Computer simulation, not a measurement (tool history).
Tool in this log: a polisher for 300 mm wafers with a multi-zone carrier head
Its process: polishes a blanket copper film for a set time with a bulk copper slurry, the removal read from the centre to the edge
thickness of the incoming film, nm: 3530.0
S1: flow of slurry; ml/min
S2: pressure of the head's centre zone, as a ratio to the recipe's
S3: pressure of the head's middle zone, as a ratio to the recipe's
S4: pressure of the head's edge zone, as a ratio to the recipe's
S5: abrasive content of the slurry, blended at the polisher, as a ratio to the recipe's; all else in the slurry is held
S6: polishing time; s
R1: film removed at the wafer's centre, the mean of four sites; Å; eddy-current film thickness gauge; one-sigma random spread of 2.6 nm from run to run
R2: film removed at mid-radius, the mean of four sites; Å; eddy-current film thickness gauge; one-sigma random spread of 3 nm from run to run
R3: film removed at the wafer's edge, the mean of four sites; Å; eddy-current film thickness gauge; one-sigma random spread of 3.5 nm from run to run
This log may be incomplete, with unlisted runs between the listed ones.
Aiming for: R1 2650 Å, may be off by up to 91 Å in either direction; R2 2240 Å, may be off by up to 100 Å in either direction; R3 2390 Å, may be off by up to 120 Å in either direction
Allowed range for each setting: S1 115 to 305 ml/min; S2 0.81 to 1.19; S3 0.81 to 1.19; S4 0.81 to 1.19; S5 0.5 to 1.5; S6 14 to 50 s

{"run": 1, "hour": 0.0, "S1": 195, "S2": 1, "S3": 1, "S4": 1, "S5": 1, "S6": 32, "R1": 1990.9, "R2": 2053.2, "R3": 1955}
{"run": 2, "hour": 8.8, "S1": 205, "S2": 1.04, "S3": 0.99, "S4": 1.04, "S5": 1.1, "S6": 32, "R1": 2073.2, "R2": 1998, "R3": 2042.8}
{"run": 3, "hour": 12.1, "S1": 205, "S2": 1.04, "S3": 0.99, "S4": 1.01, "S5": 1.1, "S6": 32, "R1": 2108.5, "R2": 2046.6, "R3": 1981.8}
{"run": 4, "hour": 13.0, "S1": 205, "S2": 1.04, "S3": 0.99, "S4": 1.01, "S5": 0.9, "S6": 32, "R1": 2038.6, "R2": 2003.8, "R3": 2008.7}
{"run": 5, "hour": 20.4, "S1": 205, "S2": 1.04, "S3": 0.99, "S4": 1.01, "S5": 0.9, "S6": 36, "R1": 2320.1, "R2": 2250.2, "R3": 2211.5}
{"run": 6, "hour": 26.9, "S1": 205, "S2": 0.98, "S3": 0.99, "S4": 1.01, "S5": 0.9, "S6": 36, "R1": 2151.5, "R2": 2279.5, "R3": 2169.6}
{"run": 7, "hour": 31.5, "S1": 210, "S2": 1.02, "S3": 0.98, "S4": 1.02, "S5": 0.95, "S6": 36, "R1": 2300.2, "R2": 2290.2, "R3": 2239.9}
{"run": 8, "hour": 37.6, "S1": 220, "S2": 1.05, "S3": 0.97, "S4": 1.03, "S5": 0.95, "S6": 36, "R1": 2341, "R2": 2204, "R3": 2218.5}
{"run": 9, "hour": 43.1, "S1": 220, "S2": 1.05, "S3": 0.97, "S4": 1.03, "S5": 0.95, "S6": 36, "R1": 2358, "R2": 2227.1, "R3": 2234.9}

Pick the move, out of 4, that brings all results within their allowed miss; only one does.
{"run": "A", "hour": 48.6, "S1": 200, "S2": 1.12, "S3": 0.93, "S4": 1.03, "S5": 1, "S6": 38, "R1": "?", "R2": "?", "R3": "?"}
{"run": "B", "hour": 48.6, "S1": 230, "S2": 1.08, "S3": 0.94, "S4": 0.98, "S5": 0.9, "S6": 36, "R1": "?", "R2": "?", "R3": "?"}
{"run": "C", "hour": 48.6, "S1": 225, "S2": 1.19, "S3": 0.89, "S4": 1.07, "S5": 1.05, "S6": 38, "R1": "?", "R2": "?", "R3": "?"}
{"run": "D", "hour": 48.6, "S1": 210, "S2": 0.98, "S3": 0.97, "S4": 1.19, "S5": 0.85, "S6": 37, "R1": "?", "R2": "?", "R3": "?"}

move=A R1=2685.3 R2=2270.6 R3=2383.4
move=B R1=2457.6 R2=2172 R3=2207.8
move=C R1=2908.8 R2=2227.8 R3=2457.7
move=D R1=2253 R2=2256.8 R3=2421.2
A: all results land within tolerance of their targets
B: closes in on the targets versus the last run, not all within tolerance yet
C: moves the result that the last run missed by most past its target, out the other side
D: misses by more than the last run did
The move that meets every target is A.
